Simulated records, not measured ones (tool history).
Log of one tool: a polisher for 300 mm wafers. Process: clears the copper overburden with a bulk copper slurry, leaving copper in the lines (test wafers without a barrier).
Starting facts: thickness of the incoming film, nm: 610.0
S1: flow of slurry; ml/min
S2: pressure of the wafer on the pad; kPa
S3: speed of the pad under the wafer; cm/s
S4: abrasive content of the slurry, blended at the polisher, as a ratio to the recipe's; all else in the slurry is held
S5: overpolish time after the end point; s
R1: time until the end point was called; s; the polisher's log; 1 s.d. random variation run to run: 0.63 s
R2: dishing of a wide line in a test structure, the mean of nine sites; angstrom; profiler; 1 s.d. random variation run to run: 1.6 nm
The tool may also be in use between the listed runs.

run 1 hour=0.0 | S1=240 S2=18.6 S3=106 S4=1.00 S5=19 | R1=65.584 R2=909.64
run 2 hour=7.6 | S1=240 S2=16.5 S3=106 S4=1.00 S5=19 | R1=73.690 R2=809.96
run 3 hour=8.5 | S1=240 S2=16.5 S3=106 S4=1.15 S5=19 | R1=73.515 R2=818.92
run 4 hour=13.1 | S1=240 S2=16.5 S3=106 S4=1.00 S5=19 | R1=71.756 R2=802.33
run 5 hour=18.6 | S1=240 S2=16.5 S3=106 S4=1.10 S5=19 | R1=72.351 R2=825.96
run 6 hour=22.2 | S1=240 S2=16.5 S3=106 S4=0.90 S5=19 | R1=76.449 R2=810.29
run 7 hour=25.6 | S1=240 S2=16.5 S3=114 S4=1.00 S5=17 | R1=70.122 R2=794.95
run 8 hour=29.7 | S1=245 S2=17.2 S3=144 S4=1.25 S5=8 | R1=51.800 R2=587.86
run 9 hour=32.0 | S1=245 S2=17.9 S3=144 S4=1.25 S5=8 | R1=50.399 R2=613.06

The next listed run, before its measurement:
run 10 hour=37.5 | S1=245 S2=18.6 S3=146 S4=1.25 S5=8 | R1=? R2=?

R1: 46.682 s
R2: 650.69 angstrom

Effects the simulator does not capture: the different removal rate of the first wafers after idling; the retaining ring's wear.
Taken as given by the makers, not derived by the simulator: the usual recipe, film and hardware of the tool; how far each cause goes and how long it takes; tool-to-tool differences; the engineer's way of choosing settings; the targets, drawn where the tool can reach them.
